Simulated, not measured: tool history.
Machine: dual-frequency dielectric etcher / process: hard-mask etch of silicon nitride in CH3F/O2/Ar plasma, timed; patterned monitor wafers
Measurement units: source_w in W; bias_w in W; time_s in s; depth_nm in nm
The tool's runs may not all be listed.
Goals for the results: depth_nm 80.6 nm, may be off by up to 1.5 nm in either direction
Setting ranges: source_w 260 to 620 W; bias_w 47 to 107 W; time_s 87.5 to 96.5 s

run	day	source_w	bias_w	time_s	depth_nm
1	0	440	77	96.5	73.157
2	0.154	470	78	96.5	75.72
3	0.412	490	79	96.5	77.548
4	0.604	500	79	96.5	78.473
5	0.742	430	79	96.5	73.238
6	0.825	430	79	96.5	73.231
7	1.133	460	80	96.5	76.596
8	1.262	470	80	96.5	76.566
9	1.308	480	80	96.5	77.269
10	1.571	490	80	96.5	78.502

5 candidate next runs follow, results not yet known. Just one meets every target within its allowed miss. Identify it.
A	1.833	520	75	94	?
B	1.833	540	80	89.5	?
C	1.833	550	70	92	?
D	1.833	600	65	91	?
E	1.833	550	77	95	?

move	depth_nm
A	76.337
B	76.149
C	74.54
D	74.512
E	80.214
A: lands further from the targets than the last run did
B: lands further from the targets than the last run did
C: lands further from the targets than the last run did
D: lands further from the targets than the last run did
E: every result within its allowed miss
The move that meets every target is E.
